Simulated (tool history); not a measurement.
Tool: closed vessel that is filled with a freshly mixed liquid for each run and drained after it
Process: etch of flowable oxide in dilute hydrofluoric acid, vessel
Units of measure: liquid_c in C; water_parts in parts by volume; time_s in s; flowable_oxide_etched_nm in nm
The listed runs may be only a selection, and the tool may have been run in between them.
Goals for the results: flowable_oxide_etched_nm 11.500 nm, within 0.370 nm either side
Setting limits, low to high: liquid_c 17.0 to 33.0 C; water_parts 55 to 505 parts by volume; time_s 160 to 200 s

Run 1, hour 0.0: liquid_c 25.0 C, water_parts 280 parts by volume, time_s 200 s. Result: flowable_oxide_etched_nm 17.815 nm.
Run 2, hour 5.5: liquid_c 25.0 C, water_parts 280 parts by volume, time_s 200 s. Result: flowable_oxide_etched_nm 17.783 nm.
Run 3, hour 13.5: liquid_c 25.0 C, water_parts 185 parts by volume, time_s 200 s. Result: flowable_oxide_etched_nm 29.764 nm.
Run 4, hour 22.4: liquid_c 25.0 C, water_parts 185 parts by volume, time_s 160 s. Result: flowable_oxide_etched_nm 23.450 nm.
Run 5, hour 31.4: liquid_c 24.0 C, water_parts 200 parts by volume, time_s 160 s. Result: flowable_oxide_etched_nm 20.900 nm.
Run 6, hour 32.5: liquid_c 21.0 C, water_parts 200 parts by volume, time_s 160 s. Result: flowable_oxide_etched_nm 18.550 nm.
Run 7, hour 35.1: liquid_c 20.5 C, water_parts 210 parts by volume, time_s 160 s. Result: flowable_oxide_etched_nm 17.411 nm.
Run 8, hour 38.4: liquid_c 17.0 C, water_parts 290 parts by volume, time_s 160 s. Result: flowable_oxide_etched_nm 10.144 nm.
Run 9, hour 44.9: liquid_c 17.0 C, water_parts 290 parts by volume, time_s 160 s. Result: flowable_oxide_etched_nm 10.082 nm.
Run 10, hour 46.2: liquid_c 17.5 C, water_parts 290 parts by volume, time_s 160 s. Result: flowable_oxide_etched_nm 10.355 nm.
Run 11, hour 50.2: liquid_c 18.0 C, water_parts 290 parts by volume, time_s 160 s. Result: flowable_oxide_etched_nm 10.515 nm.
Run 12, hour 58.5: liquid_c 18.5 C, water_parts 290 parts by volume, time_s 160 s. Result: flowable_oxide_etched_nm 10.629 nm.
Run 13, hour 67.5: liquid_c 19.5 C, water_parts 290 parts by volume, time_s 160 s. Result: flowable_oxide_etched_nm 11.186 nm.

Exercise: of the 4 proposed moves below, exactly one satisfies all targets within the stated allowed misses. Which move is it?
Run A, hour 76.5: liquid_c 18.0 C, water_parts 285 parts by volume, time_s 160 s. Result: flowable_oxide_etched_nm ?.
Run B, hour 76.5: liquid_c 21.5 C, water_parts 375 parts by volume, time_s 195 s. Result: flowable_oxide_etched_nm ?.
Run C, hour 76.5: liquid_c 21.0 C, water_parts 300 parts by volume, time_s 165 s. Result: flowable_oxide_etched_nm ?.
Run D, hour 76.5: liquid_c 17.5 C, water_parts 335 parts by volume, time_s 200 s. Result: flowable_oxide_etched_nm ?.

move  flowable_oxide_etched_nm
   A                    10.842
   B                    10.539
   C                    11.708
   D                    10.850
A: moves away from the targets compared with the last run
B: moves away from the targets compared with the last run
C: every result lands within tolerance
D: moves away from the targets compared with the last run
Move C is the one to make.
